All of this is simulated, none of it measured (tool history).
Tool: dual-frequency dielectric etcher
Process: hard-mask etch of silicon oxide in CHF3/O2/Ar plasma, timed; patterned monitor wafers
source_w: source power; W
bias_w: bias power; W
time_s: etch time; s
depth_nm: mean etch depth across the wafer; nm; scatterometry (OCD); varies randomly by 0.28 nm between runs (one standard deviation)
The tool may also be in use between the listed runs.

{"run": 1, "hour": 0.0, "source_w": 510, "bias_w": 234, "time_s": 30.5, "depth_nm": 64.625}
{"run": 2, "hour": 1.5, "source_w": 580, "bias_w": 234, "time_s": 30.5, "depth_nm": 66.324}
{"run": 3, "hour": 3.6, "source_w": 520, "bias_w": 220, "time_s": 30.5, "depth_nm": 63.63}
{"run": 4, "hour": 10.5, "source_w": 520, "bias_w": 220, "time_s": 32.0, "depth_nm": 67.446}
{"run": 5, "hour": 16.7, "source_w": 470, "bias_w": 220, "time_s": 32.0, "depth_nm": 65.351}
{"run": 6, "hour": 22.5, "source_w": 470, "bias_w": 257, "time_s": 32.0, "depth_nm": 67.994}
{"run": 7, "hour": 28.0, "source_w": 470, "bias_w": 257, "time_s": 32.0, "depth_nm": 68.397}

For run 8, what comes out?
{"run": 8, "hour": 32.7, "source_w": 430, "bias_w": 238, "time_s": 32.0, "depth_nm": "?"}

{"run 8": {"depth_nm": 65.675}}

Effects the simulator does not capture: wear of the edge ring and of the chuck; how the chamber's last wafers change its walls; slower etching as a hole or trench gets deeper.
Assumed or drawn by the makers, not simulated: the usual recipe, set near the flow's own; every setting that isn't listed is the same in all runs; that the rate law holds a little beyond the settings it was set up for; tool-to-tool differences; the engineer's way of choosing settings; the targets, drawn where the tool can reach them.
